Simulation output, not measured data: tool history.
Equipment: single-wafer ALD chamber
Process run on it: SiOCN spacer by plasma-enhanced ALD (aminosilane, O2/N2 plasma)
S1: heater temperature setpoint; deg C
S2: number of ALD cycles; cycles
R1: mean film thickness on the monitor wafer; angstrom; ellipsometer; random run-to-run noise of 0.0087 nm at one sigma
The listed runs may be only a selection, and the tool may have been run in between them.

{"run": 1, "day": 0.0, "S1": 415, "S2": 57, "R1": 31.967}
{"run": 2, "day": 0.325, "S1": 420, "S2": 57, "R1": 31.48}
{"run": 3, "day": 0.433, "S1": 431, "S2": 57, "R1": 30.241}
{"run": 4, "day": 0.704, "S1": 431, "S2": 54, "R1": 28.639}
{"run": 5, "day": 0.967, "S1": 428, "S2": 55, "R1": 29.598}
{"run": 6, "day": 1.021, "S1": 434, "S2": 55, "R1": 28.808}
{"run": 7, "day": 1.192, "S1": 422, "S2": 61, "R1": 33.424}
{"run": 8, "day": 1.558, "S1": 420, "S2": 61, "R1": 33.701}
{"run": 9, "day": 1.667, "S1": 419, "S2": 61, "R1": 33.724}
{"run": 10, "day": 1.979, "S1": 418, "S2": 61, "R1": 33.918}
{"run": 11, "day": 2.142, "S1": 418, "S2": 61, "R1": 34.036}
{"run": 12, "day": 2.192, "S1": 417, "S2": 61, "R1": 34.105}

Run 13 is up next; what results do you expect?
{"run": 13, "day": 2.483, "S1": 416, "S2": 61, "R1": "?"}

{"run 13": {"R1": 34.279}}
